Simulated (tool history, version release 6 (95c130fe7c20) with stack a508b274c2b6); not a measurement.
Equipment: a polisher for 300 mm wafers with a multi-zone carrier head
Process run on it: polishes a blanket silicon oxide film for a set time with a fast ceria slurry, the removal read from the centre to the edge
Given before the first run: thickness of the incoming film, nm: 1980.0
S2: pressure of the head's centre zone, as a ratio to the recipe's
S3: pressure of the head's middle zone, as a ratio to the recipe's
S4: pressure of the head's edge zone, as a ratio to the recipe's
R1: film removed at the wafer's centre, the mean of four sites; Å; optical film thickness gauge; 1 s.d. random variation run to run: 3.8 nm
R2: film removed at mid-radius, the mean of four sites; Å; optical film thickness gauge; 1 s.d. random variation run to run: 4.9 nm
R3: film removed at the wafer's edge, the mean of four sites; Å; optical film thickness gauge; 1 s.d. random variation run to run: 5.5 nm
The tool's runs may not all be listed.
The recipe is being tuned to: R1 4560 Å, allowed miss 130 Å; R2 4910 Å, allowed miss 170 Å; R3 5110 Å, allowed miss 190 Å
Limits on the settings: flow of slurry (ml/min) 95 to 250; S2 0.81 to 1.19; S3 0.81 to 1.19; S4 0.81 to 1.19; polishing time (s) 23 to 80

{"run": 1, "hour": 0.0, "flow of slurry (ml/min)": 160, "S2": 1, "S3": 1, "S4": 1, "polishing time (s)": 51, "R1": 6448, "R2": 5919.2, "R3": 5937.1}
{"run": 2, "hour": 2.4, "flow of slurry (ml/min)": 160, "S2": 1, "S3": 1, "S4": 1, "polishing time (s)": 57, "R1": 7135.9, "R2": 6530.3, "R3": 6444.3}
{"run": 3, "hour": 5.2, "flow of slurry (ml/min)": 150, "S2": 0.97, "S3": 0.99, "S4": 0.99, "polishing time (s)": 55, "R1": 6533.8, "R2": 6275.2, "R3": 6162.2}
{"run": 4, "hour": 13.3, "flow of slurry (ml/min)": 145, "S2": 0.94, "S3": 0.96, "S4": 0.98, "polishing time (s)": 54, "R1": 6322.7, "R2": 5962.3, "R3": 6069.2}
{"run": 5, "hour": 21.8, "flow of slurry (ml/min)": 145, "S2": 0.94, "S3": 0.96, "S4": 0.98, "polishing time (s)": 66, "R1": 7499.6, "R2": 7330.1, "R3": 7414.3}
{"run": 6, "hour": 27.4, "flow of slurry (ml/min)": 145, "S2": 0.94, "S3": 0.96, "S4": 0.94, "polishing time (s)": 66, "R1": 7586.8, "R2": 7350.8, "R3": 7243.9}
{"run": 7, "hour": 34.3, "flow of slurry (ml/min)": 135, "S2": 0.92, "S3": 0.95, "S4": 0.95, "polishing time (s)": 62, "R1": 6863.9, "R2": 6913, "R3": 6614.2}
{"run": 8, "hour": 36.2, "flow of slurry (ml/min)": 130, "S2": 0.9, "S3": 0.94, "S4": 0.97, "polishing time (s)": 59, "R1": 6374.8, "R2": 6411.2, "R3": 6458.6}
{"run": 9, "hour": 39.0, "flow of slurry (ml/min)": 100, "S2": 0.81, "S3": 0.92, "S4": 0.91, "polishing time (s)": 45, "R1": 3963.7, "R2": 4445, "R3": 4645.3}
{"run": 10, "hour": 46.5, "flow of slurry (ml/min)": 110, "S2": 0.81, "S3": 0.92, "S4": 0.92, "polishing time (s)": 45, "R1": 4179, "R2": 4503.8, "R3": 4690.8}
{"run": 11, "hour": 54.4, "flow of slurry (ml/min)": 115, "S2": 0.81, "S3": 0.93, "S4": 0.94, "polishing time (s)": 45, "R1": 4241.7, "R2": 4638.3, "R3": 4695.6}
{"run": 12, "hour": 59.0, "flow of slurry (ml/min)": 140, "S2": 0.81, "S3": 0.9, "S4": 1.04, "polishing time (s)": 47, "R1": 4647.6, "R2": 4959.9, "R3": 5442.3}
{"run": 13, "hour": 63.8, "flow of slurry (ml/min)": 140, "S2": 0.81, "S3": 0.9, "S4": 1.03, "polishing time (s)": 47, "R1": 4625.1, "R2": 4995, "R3": 5391.8}
{"run": 14, "hour": 65.9, "flow of slurry (ml/min)": 140, "S2": 0.81, "S3": 0.9, "S4": 1.02, "polishing time (s)": 47, "R1": 4552.4, "R2": 4967.3, "R3": 5296.5}
{"hour": 68.3, "done": "centre zone pressure recalibrated"}
{"run": 15, "hour": 68.3, "flow of slurry (ml/min)": 140, "S2": 0.81, "S3": 0.9, "S4": 1.01, "polishing time (s)": 47, "R1": 4280.3, "R2": 5032.9, "R3": 5315.2}
{"run": 16, "hour": 71.3, "flow of slurry (ml/min)": 135, "S2": 0.81, "S3": 0.91, "S4": 1, "polishing time (s)": 47, "R1": 4260.9, "R2": 4890.4, "R3": 5317.9}
{"run": 17, "hour": 76.6, "flow of slurry (ml/min)": 130, "S2": 0.81, "S3": 0.92, "S4": 1, "polishing time (s)": 47, "R1": 4226.5, "R2": 5019.7, "R3": 5140.2}
{"run": 18, "hour": 78.8, "flow of slurry (ml/min)": 135, "S2": 0.81, "S3": 0.92, "S4": 0.99, "polishing time (s)": 47, "R1": 4262.1, "R2": 5055.5, "R3": 5291.3}
{"run": 19, "hour": 80.7, "flow of slurry (ml/min)": 130, "S2": 0.81, "S3": 0.92, "S4": 0.99, "polishing time (s)": 47, "R1": 4280.1, "R2": 4930.1, "R3": 5260.2}
{"run": 20, "hour": 89.4, "flow of slurry (ml/min)": 130, "S2": 0.82, "S3": 0.92, "S4": 0.98, "polishing time (s)": 47, "R1": 4301.3, "R2": 4955, "R3": 5127.8}

Exercise: of the 4 proposed moves below, exactly one satisfies all targets within the stated allowed misses. Which move is it?
{"run": "A", "hour": 98.1, "flow of slurry (ml/min)": 135, "S2": 0.81, "S3": 0.92, "S4": 0.96, "polishing time (s)": 46, "R1": "?", "R2": "?", "R3": "?"}
{"run": "B", "hour": 98.1, "flow of slurry (ml/min)": 130, "S2": 0.85, "S3": 0.89, "S4": 0.92, "polishing time (s)": 48, "R1": "?", "R2": "?", "R3": "?"}
{"run": "C", "hour": 98.1, "flow of slurry (ml/min)": 140, "S2": 0.85, "S3": 0.98, "S4": 0.91, "polishing time (s)": 43, "R1": "?", "R2": "?", "R3": "?"}
{"run": "D", "hour": 98.1, "flow of slurry (ml/min)": 110, "S2": 0.82, "S3": 1.03, "S4": 1.01, "polishing time (s)": 46, "R1": "?", "R2": "?", "R3": "?"}

move=A R1=4212.4 R2=4901.4 R3=5044.3
move=B R1=4570.6 R2=4962.4 R3=5131.3
move=C R1=4171.7 R2=4815.1 R3=4621.2
move=D R1=4035 R2=5034.7 R3=4989.3
A: the biggest miss grows against the last run
B: hits every target within its allowed miss
C: the biggest miss grows against the last run
D: the biggest miss grows against the last run
Go with B: it meets all targets.
